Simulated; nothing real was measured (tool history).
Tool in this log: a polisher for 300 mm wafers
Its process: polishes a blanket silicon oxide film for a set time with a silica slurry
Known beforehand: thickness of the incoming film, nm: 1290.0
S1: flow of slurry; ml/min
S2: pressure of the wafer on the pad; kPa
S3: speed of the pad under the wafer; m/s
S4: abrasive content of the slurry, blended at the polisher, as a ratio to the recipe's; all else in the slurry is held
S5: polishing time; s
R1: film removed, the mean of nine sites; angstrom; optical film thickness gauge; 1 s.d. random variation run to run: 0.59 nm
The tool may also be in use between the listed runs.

Run 1, hour 0.0: S1 240 ml/min, S2 24.8 kPa, S3 1.48 m/s, S4 1.0, S5 38 s. Result: R1 1148.8 angstrom.
Run 2, hour 3.2: S1 215 ml/min, S2 24.8 kPa, S3 1.48 m/s, S4 1.0, S5 38 s. Result: R1 1128.1 angstrom.
Run 3, hour 3.8: S1 210 ml/min, S2 24.1 kPa, S3 1.48 m/s, S4 1.0, S5 38 s. Result: R1 1105.4 angstrom.
Run 4, hour 11.8: S1 210 ml/min, S2 24.1 kPa, S3 1.48 m/s, S4 1.2, S5 38 s. Result: R1 1236.6 angstrom.
Run 5, hour 19.7: S1 210 ml/min, S2 24.1 kPa, S3 1.76 m/s, S4 1.2, S5 38 s. Result: R1 1371.4 angstrom.
Run 6, hour 23.3: S1 210 ml/min, S2 23.4 kPa, S3 1.76 m/s, S4 1.2, S5 38 s. Result: R1 1329.1 angstrom.

Forecast run 7:
Run 7, hour 25.0: S1 210 ml/min, S2 22.8 kPa, S3 1.76 m/s, S4 1.2, S5 38 s. Result: R1 ?.

{"run 7": {"R1": 1319.6}}
